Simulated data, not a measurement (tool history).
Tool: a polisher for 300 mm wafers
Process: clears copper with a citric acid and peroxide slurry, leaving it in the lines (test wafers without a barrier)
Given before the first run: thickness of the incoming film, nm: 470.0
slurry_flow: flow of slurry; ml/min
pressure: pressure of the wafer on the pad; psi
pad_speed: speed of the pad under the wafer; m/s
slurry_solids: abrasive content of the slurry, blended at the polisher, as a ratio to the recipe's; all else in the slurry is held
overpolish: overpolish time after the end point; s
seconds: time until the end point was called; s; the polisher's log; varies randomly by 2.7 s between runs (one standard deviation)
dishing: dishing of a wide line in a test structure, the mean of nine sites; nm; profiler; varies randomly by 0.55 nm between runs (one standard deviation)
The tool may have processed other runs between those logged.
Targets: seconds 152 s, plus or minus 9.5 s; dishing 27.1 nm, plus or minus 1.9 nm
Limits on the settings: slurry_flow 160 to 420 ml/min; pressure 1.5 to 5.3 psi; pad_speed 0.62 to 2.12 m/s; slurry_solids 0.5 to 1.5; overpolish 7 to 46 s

run	hour	slurry_flow	pressure	pad_speed	slurry_solids	overpolish	seconds	dishing
1	0	270	3.4	1.36	1	24	169.39	43.704
2	2.3	270	3.4	1.36	1	21	162.87	38.128
3	6.7	270	2.8	1.36	1	21	187.23	33.764
4	14.4	270	2.9	1.38	1	19	179.01	32.264
5	18.5	320	2.9	1.38	1	19	183.48	32.499
6	27.4	360	2.9	1.38	1	19	181.09	32.362
7	34	360	3	1.38	1	17	170.86	29.468
8	41.2	360	3.1	1.38	1	16	169.63	28.69
9	42.7	360	3.2	1.38	1	15	163.07	27.645
10	50.7	360	3.2	1.38	1	15	163.53	28.835
11	53.9	360	3.2	1.38	1	15	165.36	28.129
12	57.6	360	3.2	1.38	1	15	164.94	28.022

Exercise: of the 5 proposed moves below, exactly one satisfies all targets within the stated allowed misses. Which move is it?
A	61.3	345	2.5	1.46	1.1	16	?	?
B	61.3	300	3.8	1.2	0.9	15	?	?
C	61.3	415	3.4	1.46	0.9	13	?	?
D	61.3	365	2.8	1.36	1.1	15	?	?
E	61.3	370	2.9	1.36	0.95	17	?	?

move	seconds	dishing
A	180.34	27.448
B	173.22	27.162
C	151.97	26.782
D	179.31	26.12
E	180.29	29.104
A: further off than the last run
B: further off than the last run
C: all results land within tolerance of their targets
D: further off than the last run
E: further off than the last run
The right move is C.
